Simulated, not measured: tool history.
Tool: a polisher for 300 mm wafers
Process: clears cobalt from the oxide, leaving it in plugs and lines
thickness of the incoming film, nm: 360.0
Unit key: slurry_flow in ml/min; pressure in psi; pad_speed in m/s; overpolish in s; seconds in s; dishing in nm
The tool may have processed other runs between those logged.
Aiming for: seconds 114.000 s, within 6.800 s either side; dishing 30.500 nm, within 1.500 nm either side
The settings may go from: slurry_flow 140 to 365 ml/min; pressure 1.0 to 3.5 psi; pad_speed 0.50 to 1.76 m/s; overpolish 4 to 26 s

{"run": 1, "hour": 0.0, "slurry_flow": 235, "pressure": 2.2, "pad_speed": 1.12, "overpolish": 13, "seconds": 63.122, "dishing": 30.958}
{"run": 2, "hour": 4.4, "slurry_flow": 235, "pressure": 2.5, "pad_speed": 1.12, "overpolish": 13, "seconds": 56.084, "dishing": 32.317}
{"run": 3, "hour": 7.2, "slurry_flow": 235, "pressure": 2.5, "pad_speed": 1.12, "overpolish": 8, "seconds": 55.63, "dishing": 27.613}
{"run": 4, "hour": 8.2, "slurry_flow": 235, "pressure": 2.5, "pad_speed": 1.0, "overpolish": 8, "seconds": 62.065, "dishing": 25.74}
{"run": 5, "hour": 9.1, "slurry_flow": 235, "pressure": 3.0, "pad_speed": 1.0, "overpolish": 8, "seconds": 52.442, "dishing": 27.989}
{"run": 6, "hour": 17.3, "slurry_flow": 235, "pressure": 3.0, "pad_speed": 0.8, "overpolish": 8, "seconds": 66.377, "dishing": 25.646}
{"run": 7, "hour": 22.8, "slurry_flow": 235, "pressure": 2.6, "pad_speed": 0.78, "overpolish": 12, "seconds": 76.768, "dishing": 28.962}
{"run": 8, "hour": 26.6, "slurry_flow": 235, "pressure": 2.3, "pad_speed": 0.76, "overpolish": 14, "seconds": 86.218, "dishing": 27.96}
{"run": 9, "hour": 32.2, "slurry_flow": 235, "pressure": 2.1, "pad_speed": 0.74, "overpolish": 16, "seconds": 100.55, "dishing": 29.02}
{"run": 10, "hour": 37.5, "slurry_flow": 235, "pressure": 2.0, "pad_speed": 0.74, "overpolish": 17, "seconds": 98.966, "dishing": 29.984}
{"run": 11, "hour": 38.5, "slurry_flow": 235, "pressure": 1.5, "pad_speed": 0.7, "overpolish": 20, "seconds": 146.45, "dishing": 27.095}
{"run": 12, "hour": 47.2, "slurry_flow": 235, "pressure": 1.6, "pad_speed": 0.7, "overpolish": 20, "seconds": 134.67, "dishing": 28.077}
{"run": 13, "hour": 56.1, "slurry_flow": 235, "pressure": 1.7, "pad_speed": 0.7, "overpolish": 20, "seconds": 126.69, "dishing": 28.131}
{"run": 14, "hour": 60.6, "slurry_flow": 235, "pressure": 1.7, "pad_speed": 0.7, "overpolish": 20, "seconds": 125.81, "dishing": 28.893}

Below are 4 possible settings for the next run. Only one of them brings all results inside the allowed miss of their targets. Which is it?
{"run": "A", "hour": 65.1, "slurry_flow": 250, "pressure": 1.9, "pad_speed": 0.56, "overpolish": 17, "seconds": "?", "dishing": "?"}
{"run": "B", "hour": 65.1, "slurry_flow": 250, "pressure": 1.5, "pad_speed": 0.64, "overpolish": 25, "seconds": "?", "dishing": "?"}
{"run": "C", "hour": 65.1, "slurry_flow": 215, "pressure": 1.5, "pad_speed": 0.9, "overpolish": 14, "seconds": "?", "dishing": "?"}
{"run": "D", "hour": 65.1, "slurry_flow": 245, "pressure": 1.9, "pad_speed": 0.7, "overpolish": 21, "seconds": "?", "dishing": "?"}

move=A seconds=137.950 dishing=25.346
move=B seconds=152.610 dishing=29.141
move=C seconds=111.900 dishing=25.482
move=D seconds=111.890 dishing=30.615
A: its largest miss is bigger than the last run's
B: its largest miss is bigger than the last run's
C: gets the furthest-off result to its target, but another result is out of tolerance
D: all results land within tolerance of their targets
The move that meets every target is D.
